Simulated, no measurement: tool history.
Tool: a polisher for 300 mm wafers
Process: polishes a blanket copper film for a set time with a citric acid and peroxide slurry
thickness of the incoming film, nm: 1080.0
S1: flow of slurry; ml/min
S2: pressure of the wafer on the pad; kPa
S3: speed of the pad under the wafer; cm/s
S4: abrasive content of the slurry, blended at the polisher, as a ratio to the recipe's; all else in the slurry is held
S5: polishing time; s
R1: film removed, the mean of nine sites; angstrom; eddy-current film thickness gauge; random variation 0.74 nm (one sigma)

Run 1, hour 0: S1 185 ml/min, S2 26.2 kPa, S3 76 cm/s, S4 1, S5 68 s. Result: R1 1268.3 angstrom.
Run 2, hour 8.3: S1 160 ml/min, S2 26.2 kPa, S3 76 cm/s, S4 1, S5 68 s. Result: R1 1255.4 angstrom.
Run 3, hour 9.7: S1 160 ml/min, S2 26.2 kPa, S3 68 cm/s, S4 1, S5 68 s. Result: R1 1144 angstrom.
Run 4, hour 14.8: S1 160 ml/min, S2 24.1 kPa, S3 68 cm/s, S4 1, S5 68 s. Result: R1 1029.8 angstrom.
Run 5, hour 17.6: S1 160 ml/min, S2 22.8 kPa, S3 68 cm/s, S4 1, S5 68 s. Result: R1 993.7 angstrom.
Run 6, hour 18.4: S1 160 ml/min, S2 21.4 kPa, S3 68 cm/s, S4 1, S5 68 s. Result: R1 935.83 angstrom.
Run 7, hour 27.1: S1 160 ml/min, S2 20 kPa, S3 68 cm/s, S4 1, S5 68 s. Result: R1 872.45 angstrom.
Run 8, hour 35: S1 160 ml/min, S2 19.3 kPa, S3 68 cm/s, S4 1, S5 68 s. Result: R1 837.23 angstrom.
Run 9, hour 35.8: S1 150 ml/min, S2 16.5 kPa, S3 68 cm/s, S4 1, S5 68 s. Result: R1 720.02 angstrom.
Run 10, hour 40.8: S1 155 ml/min, S2 16.5 kPa, S3 68 cm/s, S4 1, S5 68 s. Result: R1 737.43 angstrom.

The next listed run, before its measurement:
Run 11, hour 42: S1 160 ml/min, S2 16.5 kPa, S3 68 cm/s, S4 1, S5 68 s. Result: R1 ?.

{"run 11": {"R1": 729.35}}

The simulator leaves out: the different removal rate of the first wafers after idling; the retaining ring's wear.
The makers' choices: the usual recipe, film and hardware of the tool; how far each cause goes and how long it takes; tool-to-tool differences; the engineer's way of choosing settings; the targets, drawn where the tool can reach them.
